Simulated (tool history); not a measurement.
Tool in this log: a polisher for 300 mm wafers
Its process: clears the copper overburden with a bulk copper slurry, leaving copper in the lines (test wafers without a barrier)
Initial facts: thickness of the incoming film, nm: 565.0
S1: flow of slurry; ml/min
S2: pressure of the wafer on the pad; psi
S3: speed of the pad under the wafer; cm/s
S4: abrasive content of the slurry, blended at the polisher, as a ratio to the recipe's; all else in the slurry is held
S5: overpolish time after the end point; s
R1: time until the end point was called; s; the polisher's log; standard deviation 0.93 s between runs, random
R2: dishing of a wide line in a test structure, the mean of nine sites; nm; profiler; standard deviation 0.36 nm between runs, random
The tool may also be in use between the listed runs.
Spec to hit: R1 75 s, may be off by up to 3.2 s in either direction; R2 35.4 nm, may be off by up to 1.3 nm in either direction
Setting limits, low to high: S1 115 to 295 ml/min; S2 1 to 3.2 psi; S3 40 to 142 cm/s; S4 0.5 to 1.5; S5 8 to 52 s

{"run": 1, "day": 0.0, "S1": 190, "S2": 2.1, "S3": 90, "S4": 1, "S5": 26, "R1": 94.96, "R2": 56.05}
{"run": 2, "day": 0.042, "S1": 195, "S2": 1.9, "S3": 98, "S4": 1.05, "S5": 23, "R1": 97.117, "R2": 51.793}
{"run": 3, "day": 0.417, "S1": 210, "S2": 1.8, "S3": 106, "S4": 1.15, "S5": 20, "R1": 93.272, "R2": 49.779}
{"run": 4, "day": 0.638, "S1": 225, "S2": 1.7, "S3": 112, "S4": 1.2, "S5": 18, "R1": 91.793, "R2": 48.623}
{"run": 5, "day": 0.988, "S1": 205, "S2": 1.6, "S3": 118, "S4": 1.25, "S5": 16, "R1": 94.551, "R2": 45.259}
{"run": 6, "day": 1.238, "S1": 205, "S2": 1.1, "S3": 118, "S4": 1.25, "S5": 16, "R1": 130, "R2": 36.587}
{"run": 7, "day": 1.354, "S1": 205, "S2": 1.1, "S3": 118, "S4": 1.25, "S5": 16, "R1": 130.71, "R2": 36.326}
{"run": 8, "day": 1.6, "S1": 190, "S2": 1.2, "S3": 122, "S4": 1.3, "S5": 15, "R1": 117.86, "R2": 37.633}
{"run": 9, "day": 1.758, "S1": 240, "S2": 1.6, "S3": 142, "S4": 1.05, "S5": 8, "R1": 76.746, "R2": 32.917}
{"run": 10, "day": 2.033, "S1": 240, "S2": 1.6, "S3": 140, "S4": 1.1, "S5": 8, "R1": 77.014, "R2": 34.245}
{"run": 11, "day": 2.25, "S1": 245, "S2": 1.6, "S3": 138, "S4": 1.1, "S5": 8, "R1": 79.505, "R2": 33.17}
{"run": 12, "day": 2.558, "S1": 240, "S2": 1.7, "S3": 138, "S4": 1.1, "S5": 12, "R1": 73.667, "R2": 43.84}
{"day": 2.908, "done": "slurry nozzle cleaned"}
{"run": 13, "day": 2.908, "S1": 240, "S2": 1.7, "S3": 138, "S4": 1.05, "S5": 12, "R1": 75.29, "R2": 43.391}
{"run": 14, "day": 3.092, "S1": 240, "S2": 1.7, "S3": 136, "S4": 1.05, "S5": 11, "R1": 75.132, "R2": 42.297}
{"run": 15, "day": 3.175, "S1": 290, "S2": 1.1, "S3": 142, "S4": 1.3, "S5": 8, "R1": 105.15, "R2": 27.271}
{"run": 16, "day": 3.317, "S1": 290, "S2": 1.1, "S3": 142, "S4": 1.3, "S5": 8, "R1": 101.24, "R2": 27.114}
{"run": 17, "day": 3.654, "S1": 285, "S2": 1.2, "S3": 142, "S4": 1.3, "S5": 8, "R1": 94.73, "R2": 28.845}
{"run": 18, "day": 3.683, "S1": 280, "S2": 1.3, "S3": 142, "S4": 1.3, "S5": 8, "R1": 87.917, "R2": 30.678}
{"run": 19, "day": 3.812, "S1": 275, "S2": 1.4, "S3": 142, "S4": 1.3, "S5": 8, "R1": 83.043, "R2": 31.955}
{"run": 20, "day": 4.15, "S1": 270, "S2": 1.5, "S3": 142, "S4": 1.3, "S5": 8, "R1": 77.073, "R2": 33.971}
{"run": 21, "day": 4.325, "S1": 270, "S2": 1.5, "S3": 142, "S4": 1.3, "S5": 8, "R1": 77.332, "R2": 33.814}
{"run": 22, "day": 4.5, "S1": 265, "S2": 1.5, "S3": 142, "S4": 1.3, "S5": 8, "R1": 78.213, "R2": 33.52}
{"run": 23, "day": 4.708, "S1": 260, "S2": 1.5, "S3": 142, "S4": 1.3, "S5": 8, "R1": 77.473, "R2": 33.828}
{"run": 24, "day": 5.012, "S1": 260, "S2": 1.6, "S3": 142, "S4": 1.3, "S5": 11, "R1": 71.547, "R2": 42.46}
{"run": 25, "day": 5.104, "S1": 265, "S2": 1.6, "S3": 142, "S4": 1.3, "S5": 11, "R1": 73.484, "R2": 42.015}
{"run": 26, "day": 5.183, "S1": 270, "S2": 1.6, "S3": 142, "S4": 1.2, "S5": 9, "R1": 73.599, "R2": 37.66}

5 next moves are on the table. One of them brings every result within its allowed miss. Which?
{"run": "A", "day": 5.262, "S1": 285, "S2": 1.6, "S3": 142, "S4": 1.25, "S5": 10, "R1": "?", "R2": "?"}
{"run": "B", "day": 5.262, "S1": 245, "S2": 1.6, "S3": 142, "S4": 1.2, "S5": 11, "R1": "?", "R2": "?"}
{"run": "C", "day": 5.262, "S1": 290, "S2": 1.6, "S3": 138, "S4": 1.35, "S5": 8, "R1": "?", "R2": "?"}
{"run": "D", "day": 5.262, "S1": 220, "S2": 1.6, "S3": 142, "S4": 1.05, "S5": 11, "R1": "?", "R2": "?"}
{"run": "E", "day": 5.262, "S1": 235, "S2": 1.7, "S3": 124, "S4": 1.45, "S5": 11, "R1": "?", "R2": "?"}

move=A R1=72.438 R2=39.713
move=B R1=73.938 R2=41.384
move=C R1=73.416 R2=34.428
move=D R1=76.364 R2=40.664
move=E R1=77.419 R2=40.551
A: the biggest miss grows against the last run
B: the biggest miss grows against the last run
C: meets every target
D: the biggest miss grows against the last run
E: the biggest miss grows against the last run
So the answer is move C, the one that meets all the targets.

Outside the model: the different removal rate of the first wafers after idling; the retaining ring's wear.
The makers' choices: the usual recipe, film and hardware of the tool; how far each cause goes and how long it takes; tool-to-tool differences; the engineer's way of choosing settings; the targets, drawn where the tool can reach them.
